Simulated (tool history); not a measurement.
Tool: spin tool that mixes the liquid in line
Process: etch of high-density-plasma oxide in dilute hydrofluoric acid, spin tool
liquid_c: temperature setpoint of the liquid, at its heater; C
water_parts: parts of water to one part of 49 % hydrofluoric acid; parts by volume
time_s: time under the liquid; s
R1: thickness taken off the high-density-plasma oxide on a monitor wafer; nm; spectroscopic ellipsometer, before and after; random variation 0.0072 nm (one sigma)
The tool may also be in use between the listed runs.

{"run": 1, "day": 0.0, "liquid_c": 24.0, "water_parts": 110, "time_s": 85, "R1": 3.8997}
{"run": 2, "day": 0.142, "liquid_c": 25.5, "water_parts": 110, "time_s": 85, "R1": 4.1616}
{"run": 3, "day": 0.312, "liquid_c": 25.5, "water_parts": 110, "time_s": 85, "R1": 4.1324}
{"run": 4, "day": 0.342, "liquid_c": 25.5, "water_parts": 80, "time_s": 85, "R1": 5.8454}
{"run": 5, "day": 0.642, "liquid_c": 27.5, "water_parts": 80, "time_s": 85, "R1": 6.3983}
{"day": 0.733, "done": "thermometer replaced"}
{"run": 6, "day": 0.733, "liquid_c": 30.0, "water_parts": 80, "time_s": 85, "R1": 7.7796}
{"run": 7, "day": 0.838, "liquid_c": 26.0, "water_parts": 95, "time_s": 85, "R1": 5.4696}
{"run": 8, "day": 1.138, "liquid_c": 23.0, "water_parts": 110, "time_s": 85, "R1": 4.1166}
{"run": 9, "day": 1.362, "liquid_c": 21.5, "water_parts": 130, "time_s": 85, "R1": 3.2021}
{"run": 10, "day": 1.467, "liquid_c": 20.5, "water_parts": 140, "time_s": 85, "R1": 2.8428}
{"run": 11, "day": 1.725, "liquid_c": 19.5, "water_parts": 150, "time_s": 85, "R1": 2.5089}
{"run": 12, "day": 2.1, "liquid_c": 19.0, "water_parts": 155, "time_s": 85, "R1": 2.3692}
{"run": 13, "day": 2.192, "liquid_c": 18.5, "water_parts": 160, "time_s": 85, "R1": 2.2311}
{"run": 14, "day": 2.346, "liquid_c": 18.0, "water_parts": 160, "time_s": 85, "R1": 2.19}

Forecast run 15:
{"run": 15, "day": 2.438, "liquid_c": 17.5, "water_parts": 160, "time_s": 85, "R1": "?"}

R1: 2.1468 nm
